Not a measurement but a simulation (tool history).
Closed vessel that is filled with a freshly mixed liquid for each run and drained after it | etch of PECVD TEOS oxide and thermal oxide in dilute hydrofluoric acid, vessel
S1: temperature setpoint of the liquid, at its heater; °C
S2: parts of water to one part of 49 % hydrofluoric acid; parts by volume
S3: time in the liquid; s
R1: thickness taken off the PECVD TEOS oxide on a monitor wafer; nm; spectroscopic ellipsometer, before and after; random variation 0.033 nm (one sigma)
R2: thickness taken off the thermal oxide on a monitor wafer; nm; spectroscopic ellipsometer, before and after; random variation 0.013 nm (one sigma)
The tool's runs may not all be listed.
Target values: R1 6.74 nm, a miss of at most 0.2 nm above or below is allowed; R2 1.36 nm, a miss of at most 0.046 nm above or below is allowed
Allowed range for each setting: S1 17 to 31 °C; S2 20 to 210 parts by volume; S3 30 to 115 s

Run 1, hour 0: S1 23 °C, S2 115 parts by volume, S3 60 s. Result: R1 10.054 nm, R2 2.0502 nm.
Run 2, hour 2: S1 21.5 °C, S2 120 parts by volume, S3 60 s. Result: R1 9.0491 nm, R2 1.8384 nm.
Run 3, hour 8.3: S1 21.5 °C, S2 85 parts by volume, S3 60 s. Result: R1 13.289 nm, R2 2.7271 nm.
Run 4, hour 10.3: S1 20.5 °C, S2 100 parts by volume, S3 60 s. Result: R1 10.657 nm, R2 2.1365 nm.
Run 5, hour 16.2: S1 20.5 °C, S2 60 parts by volume, S3 60 s. Result: R1 18.694 nm, R2 3.7385 nm.
Run 6, hour 17.4: S1 20 °C, S2 80 parts by volume, S3 60 s. Result: R1 13.366 nm, R2 2.7347 nm.
Run 7, hour 26.6: S1 19.5 °C, S2 90 parts by volume, S3 60 s. Result: R1 11.607 nm, R2 2.2946 nm.
Run 8, hour 35.6: S1 19.5 °C, S2 100 parts by volume, S3 60 s. Result: R1 10.217 nm, R2 2.0671 nm.
Run 9, hour 41.4: S1 19 °C, S2 105 parts by volume, S3 60 s. Result: R1 9.526 nm, R2 1.9452 nm.
Run 10, hour 45.2: S1 18.5 °C, S2 110 parts by volume, S3 60 s. Result: R1 8.8444 nm, R2 1.7714 nm.
Run 11, hour 53.6: S1 18 °C, S2 115 parts by volume, S3 60 s. Result: R1 8.2325 nm, R2 1.6567 nm.
Run 12, hour 56.1: S1 18 °C, S2 120 parts by volume, S3 60 s. Result: R1 7.8181 nm, R2 1.623 nm.
Run 13, hour 58.7: S1 18 °C, S2 120 parts by volume, S3 60 s. Result: R1 7.9144 nm, R2 1.5625 nm.

Pick the move, out of 4, that brings all results within their allowed miss; only one does.
Run A, hour 61.3: S1 24.5 °C, S2 145 parts by volume, S3 50 s. Result: R1 ?, R2 ?.
Run B, hour 61.3: S1 18 °C, S2 125 parts by volume, S3 50 s. Result: R1 ?, R2 ?.
Run C, hour 61.3: S1 17 °C, S2 120 parts by volume, S3 50 s. Result: R1 ?, R2 ?.
Run D, hour 61.3: S1 17 °C, S2 75 parts by volume, S3 30 s. Result: R1 ?, R2 ?.

move      R1      R2
   A  6.7971   1.368
   B  6.2502   1.258
   C  6.2822  1.2644
   D  6.3447   1.277
A: every result lands within tolerance
B: moves the result that the last run missed by most past its target, out the other side
C: moves the result that the last run missed by most past its target, out the other side
D: moves the result that the last run missed by most past its target, out the other side
Answer: A
